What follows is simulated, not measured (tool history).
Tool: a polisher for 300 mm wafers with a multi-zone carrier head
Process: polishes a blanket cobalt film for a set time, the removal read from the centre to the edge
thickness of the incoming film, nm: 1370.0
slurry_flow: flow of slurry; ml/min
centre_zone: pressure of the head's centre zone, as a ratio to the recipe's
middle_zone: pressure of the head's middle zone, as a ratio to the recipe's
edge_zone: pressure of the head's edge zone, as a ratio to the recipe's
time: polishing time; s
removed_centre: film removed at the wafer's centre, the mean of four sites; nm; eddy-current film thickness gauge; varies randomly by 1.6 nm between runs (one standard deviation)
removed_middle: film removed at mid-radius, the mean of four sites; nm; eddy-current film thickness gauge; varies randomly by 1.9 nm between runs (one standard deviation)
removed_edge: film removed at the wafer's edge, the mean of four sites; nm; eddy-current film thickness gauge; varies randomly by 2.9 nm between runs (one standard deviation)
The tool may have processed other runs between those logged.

Run 1, hour 0.0: slurry_flow 235 ml/min, centre_zone 1.00, middle_zone 1.00, edge_zone 1.00, time 61 s. Result: removed_centre 286.00 nm, removed_middle 281.55 nm, removed_edge 289.31 nm.
Run 2, hour 8.9: slurry_flow 235 ml/min, centre_zone 1.00, middle_zone 1.00, edge_zone 1.00, time 69 s. Result: removed_centre 320.15 nm, removed_middle 319.71 nm, removed_edge 335.91 nm.
Run 3, hour 10.2: slurry_flow 230 ml/min, centre_zone 0.98, middle_zone 1.00, edge_zone 0.99, time 69 s. Result: removed_centre 313.37 nm, removed_middle 317.59 nm, removed_edge 329.21 nm.
Run 4, hour 14.9: slurry_flow 230 ml/min, centre_zone 0.98, middle_zone 1.00, edge_zone 0.99, time 80 s. Result: removed_centre 363.51 nm, removed_middle 365.01 nm, removed_edge 380.27 nm.
Run 5, hour 18.3: slurry_flow 225 ml/min, centre_zone 0.96, middle_zone 1.00, edge_zone 0.98, time 79 s. Result: removed_centre 350.32 nm, removed_middle 355.60 nm, removed_edge 368.95 nm.
Run 6, hour 22.3: slurry_flow 225 ml/min, centre_zone 0.96, middle_zone 1.00, edge_zone 1.03, time 79 s. Result: removed_centre 351.93 nm, removed_middle 354.70 nm, removed_edge 376.93 nm.
Run 7, hour 27.8: slurry_flow 220 ml/min, centre_zone 0.94, middle_zone 1.00, edge_zone 1.03, time 78 s. Result: removed_centre 338.73 nm, removed_middle 351.93 nm, removed_edge 378.80 nm.
Run 8, hour 29.2: slurry_flow 215 ml/min, centre_zone 0.93, middle_zone 1.00, edge_zone 1.02, time 77 s. Result: removed_centre 330.34 nm, removed_middle 342.51 nm, removed_edge 368.05 nm.
Run 9, hour 31.1: slurry_flow 210 ml/min, centre_zone 0.92, middle_zone 1.00, edge_zone 1.01, time 76 s. Result: removed_centre 319.11 nm, removed_middle 342.34 nm, removed_edge 366.11 nm.
Run 10, hour 32.8: slurry_flow 215 ml/min, centre_zone 0.91, middle_zone 1.00, edge_zone 1.00, time 75 s. Result: removed_centre 311.59 nm, removed_middle 337.90 nm, removed_edge 354.10 nm.
Run 11, hour 37.9: slurry_flow 210 ml/min, centre_zone 0.90, middle_zone 0.99, edge_zone 0.99, time 74 s. Result: removed_centre 307.29 nm, removed_middle 329.55 nm, removed_edge 349.21 nm.
Run 12, hour 42.2: slurry_flow 205 ml/min, centre_zone 0.89, middle_zone 0.99, edge_zone 0.98, time 73 s. Result: removed_centre 297.77 nm, removed_middle 323.85 nm, removed_edge 339.93 nm.
Run 13, hour 47.2: slurry_flow 200 ml/min, centre_zone 0.88, middle_zone 0.99, edge_zone 0.98, time 72 s. Result: removed_centre 289.50 nm, removed_middle 318.65 nm, removed_edge 330.28 nm.
Run 14, hour 54.8: slurry_flow 195 ml/min, centre_zone 0.87, middle_zone 0.99, edge_zone 0.98, time 71 s. Result: removed_centre 280.29 nm, removed_middle 311.30 nm, removed_edge 326.35 nm.
Run 15, hour 55.9: slurry_flow 190 ml/min, centre_zone 0.86, middle_zone 0.99, edge_zone 0.98, time 71 s. Result: removed_centre 273.39 nm, removed_middle 311.26 nm, removed_edge 328.65 nm.

Run 16 is up next; what results do you expect?
Run 16, hour 57.6: slurry_flow 185 ml/min, centre_zone 0.85, middle_zone 0.99, edge_zone 0.97, time 71 s. Result: removed_centre ?, removed_middle ?, removed_edge ?.

Logged for run 16: removed_centre 270.68 nm, removed_middle 307.98 nm, removed_edge 323.71 nm.

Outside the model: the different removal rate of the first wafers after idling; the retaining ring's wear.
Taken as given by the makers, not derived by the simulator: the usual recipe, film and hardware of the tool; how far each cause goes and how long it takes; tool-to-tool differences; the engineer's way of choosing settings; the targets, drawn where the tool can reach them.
